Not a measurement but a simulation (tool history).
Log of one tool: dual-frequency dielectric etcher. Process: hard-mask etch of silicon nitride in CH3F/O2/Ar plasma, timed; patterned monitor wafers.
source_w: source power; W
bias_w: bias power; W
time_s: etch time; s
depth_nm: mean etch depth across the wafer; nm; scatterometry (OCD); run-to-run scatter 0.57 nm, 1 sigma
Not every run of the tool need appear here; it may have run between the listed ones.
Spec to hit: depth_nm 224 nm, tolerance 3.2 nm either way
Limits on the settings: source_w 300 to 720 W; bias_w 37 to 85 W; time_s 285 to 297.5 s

run	hour	source_w	bias_w	time_s	depth_nm
1	0	510	61	285	204.16
2	8.8	430	61	285	188.82
3	17.5	430	50	285	179.63
4	25	430	41	285	170.82
5	28.9	430	37	285	166.75
6	31.8	470	37	285	174.6
7	40.4	540	38	285	186.71
8	48.4	590	39	285	196.17
9	54	630	40	285	203.46
10	56.7	660	41	285	207.75
11	62.1	680	43	285.5	215.27
12	67.6	690	43	285.5	214.91
13	72.7	700	44	286	218.44
14	74.4	710	45	286	220.58

Pick the move, out of 4, that brings all results within their allowed miss; only one does.
A	76.1	650	46	286	?
B	76.1	710	43	286.5	?
C	76.1	670	45	287	?
D	76.1	670	50	291.5	?

move	depth_nm
A	214.61
B	220.24
C	217.2
D	226.14
A: lands further from the targets than the last run did
B: lands further from the targets than the last run did
C: lands further from the targets than the last run did
D: every result within its allowed miss
Correct choice: D, which meets every target
